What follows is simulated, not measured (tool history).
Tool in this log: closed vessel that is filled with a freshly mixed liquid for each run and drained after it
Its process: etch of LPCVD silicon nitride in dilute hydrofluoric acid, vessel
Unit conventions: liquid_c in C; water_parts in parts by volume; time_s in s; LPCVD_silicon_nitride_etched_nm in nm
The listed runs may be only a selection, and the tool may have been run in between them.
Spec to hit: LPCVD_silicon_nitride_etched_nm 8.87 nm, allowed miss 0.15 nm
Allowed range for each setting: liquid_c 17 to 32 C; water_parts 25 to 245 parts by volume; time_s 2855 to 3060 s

| run | hour | liquid_c | water_parts | time_s | LPCVD_silicon_nitride_etched_nm |
|---|---|---|---|---|---|
| 1 | 0 | 24 | 135 | 2855 | 8.7334 |
| 2 | 6.3 | 24 | 95 | 2855 | 12.334 |
| 3 | 7.6 | 21.5 | 95 | 2855 | 10.461 |
| 4 | 12.9 | 21.5 | 60 | 2855 | 16.248 |
| 5 | 14.6 | 20 | 60 | 2855 | 14.794 |
| 6 | 15.7 | 19.5 | 65 | 2855 | 13.135 |
| 7 | 22.8 | 18 | 80 | 2855 | 9.7043 |
| 8 | 28.9 | 17.5 | 80 | 2855 | 9.3966 |
| 9 | 36.3 | 17.5 | 80 | 2855 | 9.4647 |
| 10 | 37.9 | 17 | 80 | 2855 | 9.0288 |
| 11 | 39.4 | 17 | 85 | 2855 | 8.5885 |
| 12 | 43.3 | 17 | 85 | 2855 | 8.5175 |

Of the 4 settings listed for the next run, only one would bring every result within its allowed miss of target. Which one?
| A | 47.2 | 17 | 90 | 2855 | ? |
| B | 47.2 | 17.5 | 90 | 3005 | ? |
| C | 47.2 | 17.5 | 95 | 2925 | ? |
| D | 47.2 | 17.5 | 100 | 3055 | ? |

| move | LPCVD_silicon_nitride_etched_nm |
|---|---|
| A | 8.1556 |
| B | 8.888 |
| C | 8.2101 |
| D | 8.1588 |
A: moves away from the targets compared with the last run
B: all results in spec
C: moves away from the targets compared with the last run
D: moves away from the targets compared with the last run
Go with B: it meets all targets.
